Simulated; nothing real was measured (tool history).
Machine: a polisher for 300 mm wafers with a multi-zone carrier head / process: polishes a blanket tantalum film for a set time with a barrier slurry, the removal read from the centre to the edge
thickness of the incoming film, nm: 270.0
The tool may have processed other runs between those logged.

run,hour,flow of slurry (ml/min),pressure of the head's centre zone,pressure of the head's middle zone,pressure of the head's edge zone,abrasive content of the slurry,polishing time (s),film removed at the wafer's centre (angstrom),film removed at mid-radius (angstrom),film removed at the wafer's edge (angstrom)
1,0.0,275,1.00,1.00,1.00,1.00,72,545.19,582.76,567.31
2,8.7,275,1.00,1.00,1.00,1.20,72,577.58,613.25,606.19
3,11.7,275,1.00,1.00,1.00,1.35,72,601.01,624.17,628.90
4,14.4,275,1.00,1.00,1.04,1.35,72,598.29,649.79,640.20
# hour 22.4: centre zone pressure recalibrated
5,22.4,270,0.99,0.94,0.99,1.15,71,597.58,578.85,588.51
6,26.5,235,0.98,0.90,1.05,1.00,67,523.18,498.32,540.12
7,27.7,225,0.97,0.87,1.06,0.85,66,484.06,442.31,508.48
8,31.7,205,0.96,0.81,0.98,0.75,66,449.87,391.20,455.80

What will run 9 give?
9,37.0,210,0.96,0.81,0.99,0.75,66,?,?,?

film removed at the wafer's centre (angstrom): 442.49
film removed at mid-radius (angstrom): 396.87
film removed at the wafer's edge (angstrom): 456.85
